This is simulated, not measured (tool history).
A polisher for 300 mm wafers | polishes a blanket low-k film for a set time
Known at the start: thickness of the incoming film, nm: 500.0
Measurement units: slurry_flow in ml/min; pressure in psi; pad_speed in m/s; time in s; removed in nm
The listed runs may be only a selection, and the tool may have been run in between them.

run 1 day=0 | slurry_flow=200 pressure=1.2 pad_speed=1.06 slurry_solids=1 time=58 | removed=13.625
run 2 day=0.2 | slurry_flow=240 pressure=1.2 pad_speed=1.06 slurry_solids=1 time=58 | removed=14.163
run 3 day=0.342 | slurry_flow=230 pressure=1.1 pad_speed=1.06 slurry_solids=1 time=58 | removed=13.335
run 4 day=0.6 | slurry_flow=200 pressure=1.1 pad_speed=1.06 slurry_solids=1 time=58 | removed=13.12
run 5 day=0.721 | slurry_flow=200 pressure=1 pad_speed=1.06 slurry_solids=1 time=58 | removed=12.233
run 6 day=0.958 | slurry_flow=195 pressure=0.9 pad_speed=1.06 slurry_solids=1 time=58 | removed=11.288
run 7 day=1.067 | slurry_flow=190 pressure=0.9 pad_speed=1.06 slurry_solids=1 time=58 | removed=11.418
run 8 day=1.283 | slurry_flow=190 pressure=0.8 pad_speed=1.06 slurry_solids=1 time=58 | removed=10.61
run 9 day=1.596 | slurry_flow=185 pressure=0.8 pad_speed=1.06 slurry_solids=1 time=58 | removed=10.596

Predict the results of run 10:
run 10 day=1.846 | slurry_flow=180 pressure=0.8 pad_speed=1.06 slurry_solids=1 time=58 | removed=?

Run 10 came out at removed 10.497 nm.
